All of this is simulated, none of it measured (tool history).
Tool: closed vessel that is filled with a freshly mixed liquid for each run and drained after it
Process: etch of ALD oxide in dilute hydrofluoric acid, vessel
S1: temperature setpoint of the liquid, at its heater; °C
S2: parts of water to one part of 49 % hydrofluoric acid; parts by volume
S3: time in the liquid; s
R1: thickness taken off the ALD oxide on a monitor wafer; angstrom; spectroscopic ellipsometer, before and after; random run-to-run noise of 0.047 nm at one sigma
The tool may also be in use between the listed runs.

run,hour,S1,S2,S3,R1
1,0,25,145,30,31.44
2,1.6,26,140,30,34.57
3,10.8,26.5,135,30,36.238
4,17.6,29,135,30,39.709
# hour 22.9: thermometer replaced
5,22.9,29.5,130,30,45.793
6,27.7,30,130,30,47.309

Expected results for the next run?
7,29.4,30.5,130,30,?

R1: 48.609 angstrom

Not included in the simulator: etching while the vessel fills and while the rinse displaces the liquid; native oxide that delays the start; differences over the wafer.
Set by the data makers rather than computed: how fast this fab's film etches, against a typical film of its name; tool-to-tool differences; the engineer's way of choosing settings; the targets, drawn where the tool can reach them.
